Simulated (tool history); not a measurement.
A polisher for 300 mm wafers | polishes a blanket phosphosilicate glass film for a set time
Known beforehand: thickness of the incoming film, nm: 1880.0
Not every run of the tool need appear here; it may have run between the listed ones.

run	hour	flow of slurry (ml/min)	pressure of the wafer on the pad (kPa)	speed of the pad under the wafer (m/s)	abrasive content of the slurry	polishing time (s)	film removed (nm)
1	0	135	19.3	1.08	1	19	135.08
2	7.9	135	19.3	1.08	1	16	112.49
3	15.4	135	22.1	1.1	1	16	129.93
4	19.3	135	24.1	1.12	1	16	146.08
5	20.3	135	25.5	1.12	1	16	153.42
6	29.3	135	26.9	1.12	1	16	165.09
7	32.7	135	27.6	1.12	1	16	166.95

For run 8, what comes out?
8	34.8	135	28.3	1.12	1	16	?

film removed (nm): 171.36
